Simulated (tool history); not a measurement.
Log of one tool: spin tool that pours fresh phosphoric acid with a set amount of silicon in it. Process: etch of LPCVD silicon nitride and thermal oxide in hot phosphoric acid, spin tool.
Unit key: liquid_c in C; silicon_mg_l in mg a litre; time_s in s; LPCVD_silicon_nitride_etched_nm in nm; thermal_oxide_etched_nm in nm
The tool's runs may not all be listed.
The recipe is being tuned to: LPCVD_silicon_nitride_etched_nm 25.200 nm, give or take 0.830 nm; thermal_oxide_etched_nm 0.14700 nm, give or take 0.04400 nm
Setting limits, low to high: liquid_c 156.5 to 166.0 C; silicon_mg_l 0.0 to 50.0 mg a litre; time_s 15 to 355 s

run	hour	liquid_c	silicon_mg_l	time_s	LPCVD_silicon_nitride_etched_nm	thermal_oxide_etched_nm
1	0.0	161.0	28.0	180	17.024	0.28842
2	2.4	159.0	28.0	180	15.953	0.24054
3	11.5	159.0	34.0	200	17.829	0.19308
4	18.7	159.5	38.0	210	19.155	0.17504
5	26.4	160.0	41.0	220	19.946	0.16545
6	29.3	160.0	29.5	220	20.624	0.33521
7	34.0	160.5	35.0	230	21.565	0.22058
8	40.7	161.0	37.5	235	22.097	0.25046
9	49.6	161.0	41.0	245	23.168	0.17357
10	53.6	161.0	42.0	250	24.029	0.18872

Which one of the following 5 next-run settings gets every result inside its allowed miss? There is exactly one.
A	57.6	162.0	46.5	235	?	?
B	57.6	160.5	35.0	280	?	?
C	57.6	159.5	50.0	310	?	?
D	57.6	159.0	42.0	260	?	?
E	57.6	157.5	43.5	300	?	?

move	LPCVD_silicon_nitride_etched_nm	thermal_oxide_etched_nm
A	22.764	0.15968
B	25.798	0.32603
C	27.618	0.17513
D	22.777	0.17606
E	24.979	0.16065
A: misses by more than the last run did
B: meets the target for the result that was furthest off, but another lies outside its allowed miss
C: takes the biggest miss from the last run beyond its target
D: misses by more than the last run did
E: each result inside its tolerance
Move E is the one to make.
